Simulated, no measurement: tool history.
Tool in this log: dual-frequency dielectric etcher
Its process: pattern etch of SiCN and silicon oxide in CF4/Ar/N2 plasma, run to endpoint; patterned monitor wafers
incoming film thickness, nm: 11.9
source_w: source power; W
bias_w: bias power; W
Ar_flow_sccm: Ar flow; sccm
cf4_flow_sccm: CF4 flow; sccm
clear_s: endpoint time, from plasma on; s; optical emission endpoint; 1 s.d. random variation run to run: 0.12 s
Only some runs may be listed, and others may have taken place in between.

run 1 hour=0.0 | source_w=540 bias_w=68 Ar_flow_sccm=91 cf4_flow_sccm=49 | clear_s=10.867
run 2 hour=7.9 | source_w=480 bias_w=68 Ar_flow_sccm=91 cf4_flow_sccm=49 | clear_s=12.187
run 3 hour=11.2 | source_w=430 bias_w=62 Ar_flow_sccm=94 cf4_flow_sccm=48 | clear_s=14.386
run 4 hour=16.6 | source_w=430 bias_w=73 Ar_flow_sccm=94 cf4_flow_sccm=48 | clear_s=13.479
run 5 hour=25.2 | source_w=400 bias_w=69 Ar_flow_sccm=96 cf4_flow_sccm=48 | clear_s=15.007
run 6 hour=27.3 | source_w=380 bias_w=68 Ar_flow_sccm=97 cf4_flow_sccm=48 | clear_s=16.030
run 7 hour=36.2 | source_w=360 bias_w=68 Ar_flow_sccm=97 cf4_flow_sccm=48 | clear_s=16.915

Expected results for the next run?
run 8 hour=40.4 | source_w=350 bias_w=68 Ar_flow_sccm=97 cf4_flow_sccm=48 | clear_s=?

clear_s: 17.382 s
